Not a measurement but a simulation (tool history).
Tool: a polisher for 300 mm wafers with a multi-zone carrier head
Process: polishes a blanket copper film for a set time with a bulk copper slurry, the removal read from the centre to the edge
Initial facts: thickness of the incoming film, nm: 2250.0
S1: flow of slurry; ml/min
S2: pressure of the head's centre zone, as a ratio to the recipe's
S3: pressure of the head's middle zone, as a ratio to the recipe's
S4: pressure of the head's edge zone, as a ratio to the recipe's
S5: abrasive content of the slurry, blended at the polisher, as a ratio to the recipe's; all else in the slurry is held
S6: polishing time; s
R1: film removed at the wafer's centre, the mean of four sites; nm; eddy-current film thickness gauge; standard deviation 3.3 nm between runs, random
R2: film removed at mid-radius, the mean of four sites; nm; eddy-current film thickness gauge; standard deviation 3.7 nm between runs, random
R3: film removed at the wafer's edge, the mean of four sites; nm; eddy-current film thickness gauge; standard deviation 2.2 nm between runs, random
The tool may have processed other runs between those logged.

run	hour	S1	S2	S3	S4	S5	S6	R1	R2	R3
1	0.0	245	1.00	1.00	1.00	1.0	65	380.07	379.10	390.20
2	2.8	245	1.00	0.92	1.00	1.0	65	383.19	359.22	383.82
3	4.8	235	0.97	0.90	1.00	0.9	64	357.43	335.38	374.51
4	12.3	230	0.95	0.90	0.98	0.8	63	329.57	326.02	356.68
5	14.7	280	0.95	0.90	0.98	0.8	63	344.28	332.93	362.75
6	23.3	280	0.95	0.90	0.98	0.8	53	296.02	278.49	304.90
7	25.9	280	0.95	0.90	0.98	0.8	53	290.73	284.11	304.95

Estimate the outcome of run 8 from the log above:
8	31.1	275	0.94	0.90	0.99	0.8	53	?	?	?

R1: 289.84 nm
R2: 277.78 nm
R3: 304.41 nm
